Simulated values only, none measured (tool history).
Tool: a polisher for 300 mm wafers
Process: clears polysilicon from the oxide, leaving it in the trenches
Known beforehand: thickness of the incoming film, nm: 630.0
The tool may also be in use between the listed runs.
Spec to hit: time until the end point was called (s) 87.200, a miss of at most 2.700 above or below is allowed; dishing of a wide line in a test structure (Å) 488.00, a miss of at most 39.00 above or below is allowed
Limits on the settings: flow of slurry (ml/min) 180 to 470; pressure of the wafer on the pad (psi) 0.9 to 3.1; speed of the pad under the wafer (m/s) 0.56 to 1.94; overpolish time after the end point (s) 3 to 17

run	day	flow of slurry (ml/min)	pressure of the wafer on the pad (psi)	speed of the pad under the wafer (m/s)	overpolish time after the end point (s)	time until the end point was called (s)	dishing of a wide line in a test structure (Å)
1	0.000	300	2.0	1.24	9	56.650	500.09
2	0.329	300	1.8	1.24	10	61.516	492.62
3	0.512	300	1.8	1.24	13	62.473	584.87
4	0.579	300	1.7	1.24	13	66.227	556.11
5	0.708	300	1.7	1.24	10	66.175	495.41
# day 0.762: head pressure recalibrated
6	0.762	300	1.7	1.24	8	62.543	448.23
7	0.858	300	1.6	1.24	9	67.487	470.35
8	1.029	300	1.5	1.24	10	70.697	463.03
9	1.333	300	1.5	1.24	10	70.856	459.25
10	1.604	300	1.5	1.24	10	70.992	488.71
11	1.746	300	1.4	1.24	10	76.455	458.18
12	1.962	295	1.1	1.22	13	96.332	456.63
13	2.312	305	1.3	1.22	13	82.061	494.60
14	2.408	295	1.3	1.22	13	82.218	480.66

Exactly one of the 5 candidate moves below puts every result within its allowed miss. Which one?
A	2.504	270	1.1	1.26	9	?	?
B	2.504	355	1.6	0.76	9	?	?
C	2.504	245	1.4	1.16	9	?	?
D	2.504	340	1.2	1.22	13	?	?
E	2.504	285	1.7	0.90	12	?	?

move	time until the end point was called (s)	dishing of a wide line in a test structure (Å)
A	95.729	385.74
B	93.623	391.18
C	81.866	424.19
D	88.406	494.85
E	80.283	498.68
A: takes the result that was furthest off past its target
B: takes the result that was furthest off past its target
C: moves away from the targets compared with the last run
D: all results in spec
E: moves away from the targets compared with the last run
Answer: D
